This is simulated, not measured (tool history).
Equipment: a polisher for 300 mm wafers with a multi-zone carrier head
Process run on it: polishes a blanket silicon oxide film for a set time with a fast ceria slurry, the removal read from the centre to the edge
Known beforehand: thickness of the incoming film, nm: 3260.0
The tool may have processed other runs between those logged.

run  hour  flow of slurry (ml/min)  pressure of the head's centre zone  pressure of the head's middle zone  pressure of the head's edge zone  polishing time (s)  film removed at the wafer's centre (nm)  film removed at mid-radius (nm)  film removed at the wafer's edge (nm)
  1   0.0                      190                                1.00                                1.00                              1.00                  58                                   973.19                           976.76                                1024.80
  2   5.5                      180                                0.95                                1.02                              0.95                  55                                   864.69                           952.47                                 954.58
  3   8.4                      180                                0.95                                1.02                              0.95                  42                                   653.84                           737.71                                 731.43
  4  12.3                      185                                0.94                                1.05                              0.96                  42                                   648.15                           739.89                                 724.83
  5  15.5                      185                                0.94                                1.05                              0.96                  30                                   469.16                           528.79                                 526.06
  6  18.7                      185                                0.90                                1.05                              0.96                  30                                   451.87                           527.76                                 520.62
  7  25.7                      165                                0.90                                1.08                              0.96                  35                                   515.47                           611.39                                 592.35
  8  33.6                      165                                0.88                                1.10                              0.95                  39                                   558.00                           705.94                                 668.51
  9  38.1                      165                                0.88                                1.12                              0.95                  41                                   583.08                           733.14                                 702.24
 10  43.9                      165                                0.88                                1.14                              0.93                  42                                   598.71                           781.19                                 711.18
 11  50.5                      165                                0.88                                1.15                              0.94                  43                                   614.77                           798.24                                 725.57
 12  51.4                      165                                0.88                                1.16                              0.95                  44                                   627.34                           838.65                                 750.04

Run 13 comes next. What will it give?
     59.8  -- edge zone pressure recalibrated
 13  59.8                      165                                0.89                                1.16                              0.96                  44                                        ?                                ?                                      ?

{"run 13": {"film removed at the wafer's centre (nm)": 636.84, "film removed at mid-radius (nm)": 838.28, "film removed at the wafer's edge (nm)": 724.95}}
